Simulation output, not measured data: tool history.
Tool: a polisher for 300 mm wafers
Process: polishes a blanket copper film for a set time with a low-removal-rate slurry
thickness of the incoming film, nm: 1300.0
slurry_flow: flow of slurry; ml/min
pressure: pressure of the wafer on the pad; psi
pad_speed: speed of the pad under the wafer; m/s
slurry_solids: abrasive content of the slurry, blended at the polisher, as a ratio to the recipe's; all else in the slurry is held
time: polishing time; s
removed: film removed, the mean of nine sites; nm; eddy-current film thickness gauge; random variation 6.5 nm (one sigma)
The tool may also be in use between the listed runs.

Run 1, day 0.000: slurry_flow 170 ml/min, pressure 2.6 psi, pad_speed 1.26 m/s, slurry_solids 1.0, time 125 s. Result: removed 339.52 nm.
Run 2, day 0.204: slurry_flow 170 ml/min, pressure 2.6 psi, pad_speed 1.26 m/s, slurry_solids 1.0, time 131 s. Result: removed 351.47 nm.
Run 3, day 0.467: slurry_flow 170 ml/min, pressure 2.7 psi, pad_speed 1.26 m/s, slurry_solids 1.0, time 131 s. Result: removed 361.03 nm.
Run 4, day 0.746: slurry_flow 170 ml/min, pressure 2.7 psi, pad_speed 1.26 m/s, slurry_solids 1.0, time 131 s. Result: removed 351.66 nm.
Run 5, day 0.988: slurry_flow 170 ml/min, pressure 2.7 psi, pad_speed 1.26 m/s, slurry_solids 1.0, time 125 s. Result: removed 344.05 nm.
Run 6, day 1.171: slurry_flow 195 ml/min, pressure 2.7 psi, pad_speed 1.26 m/s, slurry_solids 1.0, time 125 s. Result: removed 364.89 nm.

The next listed run, before its measurement:
Run 7, day 1.238: slurry_flow 200 ml/min, pressure 2.8 psi, pad_speed 1.26 m/s, slurry_solids 1.0, time 125 s. Result: removed ?.

{"run 7": {"removed": 364.93}}
